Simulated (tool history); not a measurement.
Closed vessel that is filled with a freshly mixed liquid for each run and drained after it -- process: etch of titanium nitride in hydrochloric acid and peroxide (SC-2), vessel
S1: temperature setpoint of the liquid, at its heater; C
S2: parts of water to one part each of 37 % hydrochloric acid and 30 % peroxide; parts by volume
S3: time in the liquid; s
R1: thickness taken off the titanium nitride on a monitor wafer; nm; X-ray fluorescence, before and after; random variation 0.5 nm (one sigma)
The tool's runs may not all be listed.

run 1 day=0 | S1=50 S2=6 S3=1040 | R1=27.907
run 2 day=0.158 | S1=52.5 S2=6 S3=1040 | R1=33.175
run 3 day=0.238 | S1=45.5 S2=6 S3=1040 | R1=20.574
run 4 day=0.512 | S1=48.5 S2=6 S3=1040 | R1=25.375
run 5 day=0.583 | S1=51 S2=6 S3=1040 | R1=30.032
run 6 day=0.821 | S1=55 S2=6 S3=1040 | R1=38.779
run 7 day=1.167 | S1=56.5 S2=6 S3=1040 | R1=42.535
run 8 day=1.225 | S1=64.5 S2=5.5 S3=1040 | R1=75.892
run 9 day=1.575 | S1=65.5 S2=5.5 S3=1040 | R1=79.319

Expected results for the next run?
run 10 day=1.646 | S1=65.5 S2=5.5 S3=1040 | R1=?

R1: 79.751 nm

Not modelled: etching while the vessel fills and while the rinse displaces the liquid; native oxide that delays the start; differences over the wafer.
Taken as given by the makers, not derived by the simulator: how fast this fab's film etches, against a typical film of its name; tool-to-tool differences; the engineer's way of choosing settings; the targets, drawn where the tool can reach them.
